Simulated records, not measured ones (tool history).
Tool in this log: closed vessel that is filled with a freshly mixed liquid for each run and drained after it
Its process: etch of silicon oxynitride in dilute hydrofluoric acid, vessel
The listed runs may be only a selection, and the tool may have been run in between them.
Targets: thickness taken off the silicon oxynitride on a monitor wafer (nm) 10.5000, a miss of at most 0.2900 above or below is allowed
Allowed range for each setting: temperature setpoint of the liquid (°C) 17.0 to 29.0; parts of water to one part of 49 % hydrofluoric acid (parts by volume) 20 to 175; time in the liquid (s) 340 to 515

| run | hour | temperature setpoint of the liquid (°C) | parts of water to one part of 49 % hydrofluoric acid (parts by volume) | time in the liquid (s) | thickness taken off the silicon oxynitride on a monitor wafer (nm) |
|---|---|---|---|---|---|
| 1 | 0.0 | 21.0 | 95 | 515 | 6.5541 |
| 2 | 3.2 | 22.5 | 95 | 515 | 7.0968 |
| 3 | 7.5 | 20.0 | 95 | 515 | 6.3106 |
| 4 | 13.1 | 20.0 | 95 | 340 | 4.1538 |
| 5 | 21.1 | 20.0 | 70 | 340 | 5.7740 |
| 6 | 27.4 | 20.0 | 100 | 340 | 3.9852 |
| 7 | 33.0 | 24.0 | 60 | 350 | 8.4832 |
| 8 | 41.2 | 24.5 | 60 | 350 | 8.6987 |
| 9 | 43.5 | 25.0 | 60 | 350 | 8.9919 |

5 next moves are on the table. One of them brings every result within its allowed miss. Which?
| A | 45.8 | 29.0 | 75 | 475 | ? |
| B | 45.8 | 23.0 | 60 | 495 | ? |
| C | 45.8 | 27.5 | 70 | 465 | ? |
| D | 45.8 | 24.5 | 65 | 465 | ? |
| E | 45.8 | 26.5 | 50 | 340 | ? |

| move | thickness taken off the silicon oxynitride on a monitor wafer (nm) |
|---|---|
| A | 11.5240 |
| B | 11.4470 |
| C | 11.3300 |
| D | 10.6300 |
| E | 11.2710 |
A: takes the result that was furthest off past its target
B: takes the result that was furthest off past its target
C: takes the result that was furthest off past its target
D: all results in spec
E: takes the result that was furthest off past its target
The move that meets every target is D.
